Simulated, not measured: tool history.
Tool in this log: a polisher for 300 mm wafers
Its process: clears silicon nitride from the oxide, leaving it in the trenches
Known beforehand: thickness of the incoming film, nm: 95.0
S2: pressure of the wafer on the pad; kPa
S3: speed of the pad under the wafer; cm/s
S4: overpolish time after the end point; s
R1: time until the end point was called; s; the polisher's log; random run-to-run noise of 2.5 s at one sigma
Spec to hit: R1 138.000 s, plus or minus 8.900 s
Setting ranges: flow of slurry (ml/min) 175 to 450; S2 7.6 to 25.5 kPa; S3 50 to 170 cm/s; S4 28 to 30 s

{"run": 1, "hour": 0.0, "flow of slurry (ml/min)": 290, "S2": 16.5, "S3": 110, "S4": 28, "R1": 88.947}
{"run": 2, "hour": 2.1, "flow of slurry (ml/min)": 290, "S2": 16.5, "S3": 110, "S4": 28, "R1": 91.017}
{"run": 3, "hour": 2.9, "flow of slurry (ml/min)": 315, "S2": 16.5, "S3": 110, "S4": 28, "R1": 91.112}
{"run": 4, "hour": 6.0, "flow of slurry (ml/min)": 345, "S2": 16.5, "S3": 110, "S4": 28, "R1": 89.649}
{"run": 5, "hour": 14.0, "flow of slurry (ml/min)": 345, "S2": 16.5, "S3": 110, "S4": 30, "R1": 91.761}
{"run": 6, "hour": 20.9, "flow of slurry (ml/min)": 345, "S2": 16.5, "S3": 110, "S4": 28, "R1": 91.157}
{"hour": 27.9, "done": "head pressure recalibrated"}
{"run": 7, "hour": 27.9, "flow of slurry (ml/min)": 345, "S2": 15.2, "S3": 108, "S4": 28, "R1": 103.93}
{"run": 8, "hour": 34.1, "flow of slurry (ml/min)": 345, "S2": 14.5, "S3": 108, "S4": 28, "R1": 108.4}
{"run": 9, "hour": 40.0, "flow of slurry (ml/min)": 345, "S2": 13.8, "S3": 108, "S4": 28, "R1": 110.53}

4 candidate next runs follow, results not yet known. Just one meets every target within its allowed miss. Identify it.
{"run": "A", "hour": 45.9, "flow of slurry (ml/min)": 370, "S2": 15.9, "S3": 118, "S4": 28, "R1": "?"}
{"run": "B", "hour": 45.9, "flow of slurry (ml/min)": 360, "S2": 13.1, "S3": 84, "S4": 29, "R1": "?"}
{"run": "C", "hour": 45.9, "flow of slurry (ml/min)": 340, "S2": 7.6, "S3": 102, "S4": 28, "R1": "?"}
{"run": "D", "hour": 45.9, "flow of slurry (ml/min)": 365, "S2": 11.7, "S3": 106, "S4": 28, "R1": "?"}

move=A R1=93.141
move=B R1=137.990
move=C R1=162.140
move=D R1=123.220
A: the biggest miss grows against the last run
B: in spec on every target
C: carries the result that was furthest off beyond its target, to the other side
D: nearer than the last run, and not there yet
Correct choice: B, which meets every target
